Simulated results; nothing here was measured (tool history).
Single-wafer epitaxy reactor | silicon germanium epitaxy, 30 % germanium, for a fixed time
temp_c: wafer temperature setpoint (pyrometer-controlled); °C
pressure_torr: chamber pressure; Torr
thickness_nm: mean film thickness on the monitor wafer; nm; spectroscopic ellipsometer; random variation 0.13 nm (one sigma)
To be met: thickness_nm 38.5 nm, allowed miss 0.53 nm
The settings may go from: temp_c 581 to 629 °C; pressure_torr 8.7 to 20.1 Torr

{"run": 1, "hour": 0.0, "temp_c": 605, "pressure_torr": 14.4, "thickness_nm": 58.672}
{"run": 2, "hour": 1.4, "temp_c": 600, "pressure_torr": 14.4, "thickness_nm": 54.38}
{"run": 3, "hour": 6.0, "temp_c": 600, "pressure_torr": 16.9, "thickness_nm": 57.534}
{"run": 4, "hour": 14.3, "temp_c": 596, "pressure_torr": 16.2, "thickness_nm": 53.194}
{"run": 5, "hour": 16.1, "temp_c": 593, "pressure_torr": 15.5, "thickness_nm": 49.634}
{"run": 6, "hour": 17.8, "temp_c": 593, "pressure_torr": 17, "thickness_nm": 51.651}
{"run": 7, "hour": 22.8, "temp_c": 590, "pressure_torr": 16.1, "thickness_nm": 48.454}
{"run": 8, "hour": 30.6, "temp_c": 588, "pressure_torr": 15.2, "thickness_nm": 45.481}
{"run": 9, "hour": 33.8, "temp_c": 586, "pressure_torr": 14.7, "thickness_nm": 43.769}
{"run": 10, "hour": 35.2, "temp_c": 585, "pressure_torr": 14.2, "thickness_nm": 42.247}
{"run": 11, "hour": 42.6, "temp_c": 584, "pressure_torr": 14, "thickness_nm": 41.387}
{"run": 12, "hour": 46.4, "temp_c": 583, "pressure_torr": 13.8, "thickness_nm": 40.202}

5 next moves are on the table. One of them brings every result within its allowed miss. Which?
{"run": "A", "hour": 50.2, "temp_c": 581, "pressure_torr": 13.3, "thickness_nm": "?"}
{"run": "B", "hour": 50.2, "temp_c": 584, "pressure_torr": 12.4, "thickness_nm": "?"}
{"run": "C", "hour": 50.2, "temp_c": 583, "pressure_torr": 11.1, "thickness_nm": "?"}
{"run": "D", "hour": 50.2, "temp_c": 584, "pressure_torr": 12.7, "thickness_nm": "?"}
{"run": "E", "hour": 50.2, "temp_c": 582, "pressure_torr": 14.1, "thickness_nm": "?"}

move=A thickness_nm=38.621
move=B thickness_nm=39.506
move=C thickness_nm=37.224
move=D thickness_nm=39.875
move=E thickness_nm=40.173
A: meets every target
B: nearer than the last run, and not there yet
C: takes the result that was furthest off past its target
D: nearer than the last run, and not there yet
E: as far off as the last run
Answer: A
